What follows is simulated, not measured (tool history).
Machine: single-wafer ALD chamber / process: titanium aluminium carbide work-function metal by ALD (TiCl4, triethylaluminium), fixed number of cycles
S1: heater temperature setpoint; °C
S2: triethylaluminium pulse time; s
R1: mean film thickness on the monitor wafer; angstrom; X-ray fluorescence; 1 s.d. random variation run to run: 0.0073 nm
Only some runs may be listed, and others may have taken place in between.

run,day,S1,S2,R1
1,0.000,285,7.04,16.580
2,0.358,285,6.01,16.118
3,0.388,294,6.01,16.706
4,0.654,289,5.78,16.193
5,0.729,286,5.63,15.792
6,0.971,291,5.63,16.186
7,1.121,288,5.49,15.759

Run 8 is up next; what results do you expect?
8,1.162,286,5.43,?

Run 8 yielded R1 15.642 angstrom.
